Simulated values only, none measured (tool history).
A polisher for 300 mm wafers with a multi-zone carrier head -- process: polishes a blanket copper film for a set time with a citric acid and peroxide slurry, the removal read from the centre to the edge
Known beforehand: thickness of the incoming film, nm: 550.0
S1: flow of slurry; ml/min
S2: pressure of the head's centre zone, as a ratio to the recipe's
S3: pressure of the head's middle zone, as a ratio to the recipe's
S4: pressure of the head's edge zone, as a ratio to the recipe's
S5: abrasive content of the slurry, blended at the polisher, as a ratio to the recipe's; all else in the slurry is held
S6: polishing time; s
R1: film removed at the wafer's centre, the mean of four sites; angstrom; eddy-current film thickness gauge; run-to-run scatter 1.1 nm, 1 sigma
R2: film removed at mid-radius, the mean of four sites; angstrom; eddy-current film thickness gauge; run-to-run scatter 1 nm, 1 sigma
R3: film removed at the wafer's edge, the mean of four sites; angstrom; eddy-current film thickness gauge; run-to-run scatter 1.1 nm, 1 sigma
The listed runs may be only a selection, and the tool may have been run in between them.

run  hour   S1    S2    S3    S4   S5  S6      R1      R2      R3
  1     0  215     1     1     1    1  74    1511    1477    1453
  2     5  215     1     1     1  1.1  74  1520.5  1506.8  1493.6
  3    12  205  0.96  0.95  0.96  0.9  71  1331.6  1335.6  1381.5
  4  19.4  205  1.02  0.95  0.96  0.9  71    1430  1293.1    1364
  5  26.1  205  1.02  0.95  0.99  0.9  71  1430.8  1307.8  1404.3
  6  33.5  205  1.01  0.95  0.95  0.8  67  1314.6  1220.8  1245.6

What does the tool deliver on the next run?
  7  38.4  195   1  0.93  0.92  0.7  66   ?   ?   ?

Run 7 gave R1 1264.2 angstrom, R2 1140.2 angstrom, R3 1163 angstrom.
